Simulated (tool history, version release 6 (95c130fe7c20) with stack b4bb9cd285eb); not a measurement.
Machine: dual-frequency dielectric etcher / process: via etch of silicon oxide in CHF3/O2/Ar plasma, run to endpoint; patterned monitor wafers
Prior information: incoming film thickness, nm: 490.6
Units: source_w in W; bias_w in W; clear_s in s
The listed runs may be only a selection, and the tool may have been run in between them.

| run | day | source_w | bias_w | clear_s |
|---|---|---|---|---|
| 1 | 0.000 | 460 | 227 | 241.94 |
| 2 | 0.317 | 410 | 227 | 255.13 |
| 3 | 0.529 | 410 | 246 | 245.92 |
| 4 | 0.638 | 410 | 212 | 260.04 |
| 5 | 0.896 | 410 | 239 | 250.35 |
| 6 | 1.158 | 480 | 239 | 234.06 |
| 7 | 1.246 | 500 | 242 | 228.90 |
| 8 | 1.421 | 510 | 244 | 227.66 |

What does the tool deliver on the next run?
| 9 | 1.504 | 520 | 246 | ? |

{"run 9": {"clear_s": 223.96}}

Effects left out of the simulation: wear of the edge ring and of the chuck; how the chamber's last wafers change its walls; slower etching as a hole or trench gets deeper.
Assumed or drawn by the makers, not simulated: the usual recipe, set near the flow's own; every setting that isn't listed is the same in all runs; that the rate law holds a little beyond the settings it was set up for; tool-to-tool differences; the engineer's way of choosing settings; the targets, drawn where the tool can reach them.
